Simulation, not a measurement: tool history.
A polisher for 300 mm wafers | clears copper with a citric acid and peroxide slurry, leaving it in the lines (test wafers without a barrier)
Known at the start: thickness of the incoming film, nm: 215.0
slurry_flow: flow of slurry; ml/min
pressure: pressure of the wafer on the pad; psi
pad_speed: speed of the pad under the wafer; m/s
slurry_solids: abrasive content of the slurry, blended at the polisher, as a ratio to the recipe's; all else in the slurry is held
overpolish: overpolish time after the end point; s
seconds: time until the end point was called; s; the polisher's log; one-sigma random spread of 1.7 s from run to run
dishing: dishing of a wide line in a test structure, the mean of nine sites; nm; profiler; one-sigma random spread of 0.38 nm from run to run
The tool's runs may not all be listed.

{"run": 1, "hour": 0.0, "slurry_flow": 310, "pressure": 2.1, "pad_speed": 1.0, "slurry_solids": 1.0, "overpolish": 30, "seconds": 151.69, "dishing": 25.602}
{"run": 2, "hour": 3.7, "slurry_flow": 310, "pressure": 2.4, "pad_speed": 1.02, "slurry_solids": 1.0, "overpolish": 29, "seconds": 127.99, "dishing": 28.055}
{"run": 3, "hour": 8.1, "slurry_flow": 310, "pressure": 2.6, "pad_speed": 1.02, "slurry_solids": 1.0, "overpolish": 28, "seconds": 122.16, "dishing": 28.601}
{"run": 4, "hour": 10.0, "slurry_flow": 310, "pressure": 2.8, "pad_speed": 1.02, "slurry_solids": 1.0, "overpolish": 28, "seconds": 116.15, "dishing": 30.066}
{"run": 5, "hour": 12.4, "slurry_flow": 310, "pressure": 2.8, "pad_speed": 1.02, "slurry_solids": 0.85, "overpolish": 28, "seconds": 117.35, "dishing": 29.415}
{"run": 6, "hour": 17.5, "slurry_flow": 310, "pressure": 2.8, "pad_speed": 1.02, "slurry_solids": 1.05, "overpolish": 28, "seconds": 111.61, "dishing": 30.4}

Forecast run 7:
{"run": 7, "hour": 25.7, "slurry_flow": 310, "pressure": 2.9, "pad_speed": 1.02, "slurry_solids": 1.05, "overpolish": 28, "seconds": "?", "dishing": "?"}

Run 7 measured seconds 109.82 s, dishing 31.446 nm.

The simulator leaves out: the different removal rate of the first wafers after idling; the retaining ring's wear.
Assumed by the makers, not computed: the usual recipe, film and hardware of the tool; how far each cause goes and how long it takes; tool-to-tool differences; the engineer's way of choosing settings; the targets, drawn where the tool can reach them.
